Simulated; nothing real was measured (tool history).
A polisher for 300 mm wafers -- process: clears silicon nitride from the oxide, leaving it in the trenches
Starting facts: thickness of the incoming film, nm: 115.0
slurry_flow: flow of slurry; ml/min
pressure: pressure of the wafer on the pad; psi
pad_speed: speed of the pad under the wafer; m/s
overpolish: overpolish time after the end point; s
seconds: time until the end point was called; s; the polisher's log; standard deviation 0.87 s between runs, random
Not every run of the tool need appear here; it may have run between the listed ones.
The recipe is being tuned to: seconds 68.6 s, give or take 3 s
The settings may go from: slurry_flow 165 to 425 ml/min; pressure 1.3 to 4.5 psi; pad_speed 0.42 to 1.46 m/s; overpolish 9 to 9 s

run  hour  slurry_flow  pressure  pad_speed  overpolish  seconds
  1     0          275       2.9       0.94           9   139.06
  2   7.8          275       2.2       0.94           9   177.76
  3    14          275       2.2       0.94           9   179.44
  4  19.9          275       2.2       0.94           9   180.83
  5  24.2          275       2.6       0.94           9   152.48
  6  29.2          275       2.6       0.94           9   155.29
  7  29.8          275       2.9       0.96           9   135.38
  8  33.2          275       3.2       0.98           9   123.11
  9  39.2          275       3.4       1.02           9   109.33
 10  42.3          275       3.6       1.04           9   100.91
     44.9  -- slurry nozzle cleaned
 11  44.9          275       3.8       1.06           9   91.088
 12    49          275       3.9       1.06           9   87.617
 13  55.1          275         4       1.06           9   82.992
 14  59.6          275       4.1       1.06           9   83.685
 15  68.1          275       4.2       1.08           9   78.917
 16  73.9          275       4.3       1.08           9    76.98

Next run, 4 choices. One meets every target within its allowed miss, the rest don't. Which?
  A  79.7          310       4.5       1.16           9        ?
  B  79.7          225       4.5       1.34           9        ?
  C  79.7          420       3.9        1.2           9        ?
  D  79.7          165       4.5        0.9           9        ?

move  seconds
   A   68.695
   B    61.85
   C   74.648
   D   95.886
A: all results in spec
B: carries the result that was furthest off beyond its target, to the other side
C: gains on the last run, yet a result remains outside its allowed miss
D: its largest miss is bigger than the last run's
So the answer is move A, the one that meets all the targets.

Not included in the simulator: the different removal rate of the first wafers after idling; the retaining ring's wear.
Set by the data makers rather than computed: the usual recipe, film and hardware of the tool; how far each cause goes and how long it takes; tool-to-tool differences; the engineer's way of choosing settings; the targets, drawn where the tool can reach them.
